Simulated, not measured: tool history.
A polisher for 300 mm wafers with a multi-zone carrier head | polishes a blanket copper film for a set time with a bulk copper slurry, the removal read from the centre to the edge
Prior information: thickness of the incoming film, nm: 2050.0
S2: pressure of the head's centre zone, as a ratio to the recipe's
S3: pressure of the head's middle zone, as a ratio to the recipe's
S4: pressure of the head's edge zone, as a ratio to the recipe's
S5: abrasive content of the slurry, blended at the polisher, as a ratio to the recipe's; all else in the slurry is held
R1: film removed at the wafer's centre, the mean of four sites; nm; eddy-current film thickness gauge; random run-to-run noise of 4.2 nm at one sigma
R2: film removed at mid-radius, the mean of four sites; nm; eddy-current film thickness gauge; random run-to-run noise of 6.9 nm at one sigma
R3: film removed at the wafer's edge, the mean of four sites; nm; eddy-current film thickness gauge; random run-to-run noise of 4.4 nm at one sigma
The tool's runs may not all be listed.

Run 1, hour 0.0: flow of slurry (ml/min) 280, S2 1.00, S3 1.00, S4 1.00, S5 1.00, polishing time (s) 46. Result: R1 295.79 nm, R2 301.82 nm, R3 303.56 nm.
Run 2, hour 1.0: flow of slurry (ml/min) 280, S2 1.00, S3 1.00, S4 1.00, S5 1.00, polishing time (s) 54. Result: R1 346.28 nm, R2 350.35 nm, R3 365.00 nm.
Run 3, hour 8.4: flow of slurry (ml/min) 285, S2 1.01, S3 1.02, S4 1.01, S5 1.05, polishing time (s) 54. Result: R1 352.50 nm, R2 361.85 nm, R3 361.81 nm.
Run 4, hour 10.3: flow of slurry (ml/min) 285, S2 1.01, S3 1.06, S4 1.01, S5 1.05, polishing time (s) 54. Result: R1 359.37 nm, R2 379.83 nm, R3 357.83 nm.
Run 5, hour 16.0: flow of slurry (ml/min) 285, S2 1.01, S3 1.06, S4 1.01, S5 1.15, polishing time (s) 54. Result: R1 367.09 nm, R2 381.34 nm, R3 373.29 nm.
Run 6, hour 23.6: flow of slurry (ml/min) 285, S2 1.01, S3 1.08, S4 1.02, S5 1.20, polishing time (s) 54. Result: R1 367.36 nm, R2 393.25 nm, R3 371.02 nm.
Run 7, hour 28.4: flow of slurry (ml/min) 285, S2 1.01, S3 1.09, S4 1.03, S5 1.25, polishing time (s) 55. Result: R1 373.75 nm, R2 407.32 nm, R3 387.90 nm.
Run 8, hour 31.0: flow of slurry (ml/min) 290, S2 1.02, S3 1.10, S4 1.04, S5 1.30, polishing time (s) 55. Result: R1 383.71 nm, R2 420.61 nm, R3 387.33 nm.

Expected results for the next run?
Run 9, hour 40.0: flow of slurry (ml/min) 290, S2 1.02, S3 1.10, S4 1.05, S5 1.35, polishing time (s) 55. Result: R1 ?, R2 ?, R3 ?.

Run 9 yielded R1 389.47 nm, R2 427.37 nm, R3 401.34 nm.
